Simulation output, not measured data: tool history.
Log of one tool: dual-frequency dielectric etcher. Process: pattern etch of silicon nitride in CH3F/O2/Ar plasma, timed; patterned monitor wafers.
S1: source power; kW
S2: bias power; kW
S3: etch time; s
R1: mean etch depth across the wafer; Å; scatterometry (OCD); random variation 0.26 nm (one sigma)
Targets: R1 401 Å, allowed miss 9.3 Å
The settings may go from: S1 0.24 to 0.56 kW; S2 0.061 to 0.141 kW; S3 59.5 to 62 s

run 1 hour=0 | S1=0.4 S2=0.101 S3=59.5 | R1=466.09
run 2 hour=1.1 | S1=0.37 S2=0.099 S3=59.5 | R1=456.96
run 3 hour=9.5 | S1=0.35 S2=0.095 S3=59.5 | R1=435.01
run 4 hour=13.3 | S1=0.34 S2=0.094 S3=59.5 | R1=429.66
run 5 hour=20.5 | S1=0.33 S2=0.093 S3=59.5 | R1=424.87
run 6 hour=23.9 | S1=0.33 S2=0.093 S3=62 | R1=439.43
run 7 hour=32.1 | S1=0.32 S2=0.092 S3=62 | R1=439.16
run 8 hour=39.8 | S1=0.26 S2=0.078 S3=61.5 | R1=380.64
run 9 hour=45.1 | S1=0.27 S2=0.078 S3=61.5 | R1=384.3
run 10 hour=45.8 | S1=0.28 S2=0.078 S3=61.5 | R1=390.57

Which of these 4 next moves meets every target?
run A hour=46.5 | S1=0.3 S2=0.074 S3=60 | R1=?
run B hour=46.5 | S1=0.28 S2=0.076 S3=59.5 | R1=?
run C hour=46.5 | S1=0.24 S2=0.099 S3=60 | R1=?
run D hour=46.5 | S1=0.31 S2=0.071 S3=60 | R1=?

move=A R1=376.38
move=B R1=369.3
move=C R1=395.88
move=D R1=374.1
A: further off than the last run
B: further off than the last run
C: meets every target
D: further off than the last run
Move C is the one to make.
